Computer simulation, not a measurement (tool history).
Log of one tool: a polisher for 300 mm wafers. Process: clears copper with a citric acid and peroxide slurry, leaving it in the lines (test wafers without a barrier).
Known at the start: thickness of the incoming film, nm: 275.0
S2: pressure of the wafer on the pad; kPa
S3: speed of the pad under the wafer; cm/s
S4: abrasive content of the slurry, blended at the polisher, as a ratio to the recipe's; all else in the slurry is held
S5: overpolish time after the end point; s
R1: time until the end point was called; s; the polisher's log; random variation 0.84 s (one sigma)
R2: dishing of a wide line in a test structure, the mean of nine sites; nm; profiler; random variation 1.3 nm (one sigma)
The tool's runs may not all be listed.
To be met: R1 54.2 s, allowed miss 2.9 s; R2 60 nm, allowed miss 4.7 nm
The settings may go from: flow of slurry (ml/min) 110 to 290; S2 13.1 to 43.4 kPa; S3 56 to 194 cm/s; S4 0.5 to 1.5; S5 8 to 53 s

run 1 hour=0 | flow_of_slurry_(ml/min)=185 S2=28.3 S3=124 S4=1 S5=27 | R1=71.072 R2=45.392
run 2 hour=4.3 | flow_of_slurry_(ml/min)=185 S2=28.3 S3=124 S4=1 S5=20 | R1=73.978 R2=38.443
run 3 hour=5.8 | flow_of_slurry_(ml/min)=185 S2=28.3 S3=124 S4=1 S5=12 | R1=73.322 R2=27.894
run 4 hour=10.8 | flow_of_slurry_(ml/min)=185 S2=30.3 S3=124 S4=1 S5=17 | R1=69.913 R2=36.574
run 5 hour=18.7 | flow_of_slurry_(ml/min)=185 S2=27.6 S3=124 S4=1 S5=17 | R1=76.832 R2=34.127
run 6 hour=25.5 | flow_of_slurry_(ml/min)=185 S2=29.6 S3=124 S4=1 S5=20 | R1=69.347 R2=39.653
run 7 hour=30.7 | flow_of_slurry_(ml/min)=185 S2=31 S3=124 S4=1 S5=22 | R1=65.982 R2=44.754
run 8 hour=37.6 | flow_of_slurry_(ml/min)=185 S2=37.9 S3=124 S4=1 S5=29 | R1=54.844 R2=54.044
run 9 hour=42.6 | flow_of_slurry_(ml/min)=185 S2=37.9 S3=124 S4=1 S5=30 | R1=55.862 R2=53.347
run 10 hour=51.2 | flow_of_slurry_(ml/min)=185 S2=37.9 S3=124 S4=1 S5=30 | R1=55.519 R2=53.059
run 11 hour=56.9 | flow_of_slurry_(ml/min)=185 S2=37.9 S3=124 S4=1 S5=31 | R1=55.814 R2=52.948
run 12 hour=60.1 | flow_of_slurry_(ml/min)=185 S2=37.9 S3=124 S4=1 S5=31 | R1=55.427 R2=55.582

Which of these 5 next moves meets every target?
run A hour=63.3 | flow_of_slurry_(ml/min)=215 S2=42.7 S3=106 S4=0.9 S5=20 | R1=? R2=?
run B hour=63.3 | flow_of_slurry_(ml/min)=185 S2=37.2 S3=126 S4=1 S5=25 | R1=? R2=?
run C hour=63.3 | flow_of_slurry_(ml/min)=175 S2=33.8 S3=136 S4=1 S5=27 | R1=? R2=?
run D hour=63.3 | flow_of_slurry_(ml/min)=270 S2=28.3 S3=150 S4=0.95 S5=42 | R1=? R2=?
run E hour=63.3 | flow_of_slurry_(ml/min)=195 S2=35.9 S3=138 S4=1 S5=43 | R1=? R2=?

move=A R1=53.219 R2=47.251
move=B R1=55.411 R2=50.829
move=C R1=58.759 R2=50.851
move=D R1=62.065 R2=56.414
move=E R1=53.883 R2=59.724
A: further off than the last run
B: further off than the last run
C: further off than the last run
D: brings the result that was furthest off to its target, and leaves another outside
E: meets every target
Move E is the one to make.
